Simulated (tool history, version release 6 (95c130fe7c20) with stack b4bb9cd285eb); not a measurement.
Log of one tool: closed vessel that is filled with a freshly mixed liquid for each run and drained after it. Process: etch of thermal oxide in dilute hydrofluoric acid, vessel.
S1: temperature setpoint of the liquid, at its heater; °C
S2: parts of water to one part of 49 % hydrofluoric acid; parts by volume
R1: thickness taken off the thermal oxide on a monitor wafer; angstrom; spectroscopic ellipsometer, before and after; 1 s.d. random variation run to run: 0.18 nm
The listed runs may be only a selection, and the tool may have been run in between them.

run 1 hour=0.0 | S1=22.0 S2=260 time_in_the_liquid_(s)=570 | R1=78.353
run 2 hour=4.4 | S1=22.0 S2=260 time_in_the_liquid_(s)=610 | R1=83.721
run 3 hour=10.5 | S1=22.5 S2=245 time_in_the_liquid_(s)=610 | R1=94.035
run 4 hour=13.4 | S1=22.5 S2=245 time_in_the_liquid_(s)=570 | R1=86.972
run 5 hour=16.7 | S1=22.5 S2=290 time_in_the_liquid_(s)=570 | R1=69.124
run 6 hour=20.7 | S1=22.5 S2=290 time_in_the_liquid_(s)=610 | R1=74.789
run 7 hour=25.1 | S1=23.0 S2=275 time_in_the_liquid_(s)=610 | R1=81.589
run 8 hour=33.6 | S1=23.5 S2=260 time_in_the_liquid_(s)=610 | R1=89.473
run 9 hour=36.7 | S1=24.0 S2=245 time_in_the_liquid_(s)=610 | R1=98.316
run 10 hour=43.0 | S1=24.5 S2=235 time_in_the_liquid_(s)=610 | R1=104.660
run 11 hour=50.5 | S1=25.0 S2=225 time_in_the_liquid_(s)=610 | R1=114.770
run 12 hour=59.0 | S1=25.5 S2=215 time_in_the_liquid_(s)=610 | R1=121.440
run 13 hour=60.1 | S1=26.0 S2=205 time_in_the_liquid_(s)=610 | R1=130.490
run 14 hour=63.4 | S1=26.5 S2=200 time_in_the_liquid_(s)=610 | R1=136.770
run 15 hour=70.3 | S1=27.0 S2=195 time_in_the_liquid_(s)=610 | R1=144.370
run 16 hour=77.7 | S1=27.5 S2=190 time_in_the_liquid_(s)=610 | R1=149.810
run 17 hour=79.4 | S1=30.0 S2=120 time_in_the_liquid_(s)=610 | R1=283.190
run 18 hour=83.4 | S1=26.0 S2=120 time_in_the_liquid_(s)=610 | R1=246.630
run 19 hour=86.8 | S1=25.5 S2=120 time_in_the_liquid_(s)=610 | R1=242.390

Predict the results of run 20:
run 20 hour=87.7 | S1=25.0 S2=120 time_in_the_liquid_(s)=610 | R1=?

Logged for run 20: R1 238.720 angstrom.
